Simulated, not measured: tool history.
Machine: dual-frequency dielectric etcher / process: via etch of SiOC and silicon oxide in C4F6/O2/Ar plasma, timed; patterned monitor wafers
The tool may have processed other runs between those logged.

run	day	source power (kW)	bias power (kW)	etch time (s)	mean etch depth across the wafer (angstrom)
1	0.000	0.440	0.230	80.5	1065.0
2	0.062	0.440	0.207	80.5	1055.0
3	0.342	0.470	0.207	80.5	1076.3
4	0.700	0.480	0.210	80.5	1090.6
5	0.996	0.480	0.233	80.5	1116.2
6	1.033	0.490	0.234	80.5	1106.9
7	1.208	0.500	0.237	80.5	1113.7
8	1.567	0.510	0.240	80.5	1144.7

Run 9 comes next. What will it give?
9	1.646	0.510	0.241	80.5	?

Run 9 gave mean etch depth across the wafer (angstrom) 1142.0.
